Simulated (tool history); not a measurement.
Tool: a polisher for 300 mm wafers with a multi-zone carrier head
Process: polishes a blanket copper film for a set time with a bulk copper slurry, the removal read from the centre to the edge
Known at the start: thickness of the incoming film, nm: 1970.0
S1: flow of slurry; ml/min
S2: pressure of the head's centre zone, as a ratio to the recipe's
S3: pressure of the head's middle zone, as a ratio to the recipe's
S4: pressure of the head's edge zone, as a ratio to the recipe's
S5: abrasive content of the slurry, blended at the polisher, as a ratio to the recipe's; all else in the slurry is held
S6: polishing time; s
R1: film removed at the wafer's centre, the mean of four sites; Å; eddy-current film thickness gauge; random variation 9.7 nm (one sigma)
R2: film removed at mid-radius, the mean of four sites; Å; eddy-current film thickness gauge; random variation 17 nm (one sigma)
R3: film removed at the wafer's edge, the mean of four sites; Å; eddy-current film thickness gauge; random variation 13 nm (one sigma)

run	hour	S1	S2	S3	S4	S5	S6	R1	R2	R3
1	0.0	195	1.00	1.00	1.00	1.00	80	7314.0	6934.6	7547.8
2	6.7	195	1.00	1.00	1.00	0.80	80	6812.2	6876.9	7205.0
3	10.2	195	1.00	1.00	1.00	0.95	80	7034.3	7005.2	7366.4
4	11.7	195	1.05	1.00	1.00	0.95	80	7410.1	7048.5	7397.9
5	17.5	195	1.05	1.03	1.00	0.95	80	7529.8	7275.7	7333.2
6	21.2	205	0.99	1.08	0.98	1.00	88	8002.3	8495.7	8196.3
7	23.5	215	0.96	1.11	0.97	1.10	93	8512.6	9235.9	9070.5
8	32.2	215	0.96	1.11	0.97	1.10	93	8367.4	9387.8	8599.6

The next listed run, before its measurement:
9	37.8	220	0.95	1.13	0.99	1.20	97	?	?	?

R1: 8894.0 Å
R2: 10174.0 Å
R3: 9530.7 Å

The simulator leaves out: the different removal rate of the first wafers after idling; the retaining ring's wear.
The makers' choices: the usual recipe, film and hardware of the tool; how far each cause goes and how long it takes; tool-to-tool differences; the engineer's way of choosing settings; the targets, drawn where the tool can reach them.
